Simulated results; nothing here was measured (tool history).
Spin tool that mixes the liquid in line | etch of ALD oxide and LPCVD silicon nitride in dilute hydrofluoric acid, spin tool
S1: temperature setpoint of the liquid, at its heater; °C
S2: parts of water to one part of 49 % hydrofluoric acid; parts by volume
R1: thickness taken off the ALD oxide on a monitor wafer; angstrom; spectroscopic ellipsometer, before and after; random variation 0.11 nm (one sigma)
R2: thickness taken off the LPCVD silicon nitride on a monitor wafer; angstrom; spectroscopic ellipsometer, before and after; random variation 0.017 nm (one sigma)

Run 1, hour 0: S1 26 °C, S2 235 parts by volume, time under the liquid (s) 180. Result: R1 193.89 angstrom, R2 4.2834 angstrom.
Run 2, hour 1.5: S1 26 °C, S2 235 parts by volume, time under the liquid (s) 145. Result: R1 156.15 angstrom, R2 3.8644 angstrom.
Run 3, hour 4.7: S1 26 °C, S2 200 parts by volume, time under the liquid (s) 145. Result: R1 190.75 angstrom, R2 4.7912 angstrom.
Run 4, hour 11.7: S1 26 °C, S2 200 parts by volume, time under the liquid (s) 195. Result: R1 257.4 angstrom, R2 6.3724 angstrom.
Run 5, hour 16.7: S1 26 °C, S2 255 parts by volume, time under the liquid (s) 195. Result: R1 191.03 angstrom, R2 4.3851 angstrom.
Run 6, hour 21.7: S1 26 °C, S2 200 parts by volume, time under the liquid (s) 195. Result: R1 256.39 angstrom, R2 6.2163 angstrom.
Run 7, hour 26.6: S1 25.5 °C, S2 235 parts by volume, time under the liquid (s) 190. Result: R1 201.32 angstrom, R2 4.5808 angstrom.

Forecast run 8:
Run 8, hour 32.7: S1 26 °C, S2 260 parts by volume, time under the liquid (s) 185. Result: R1 ?, R2 ?.

Run 8 gave R1 175.44 angstrom, R2 3.893 angstrom.
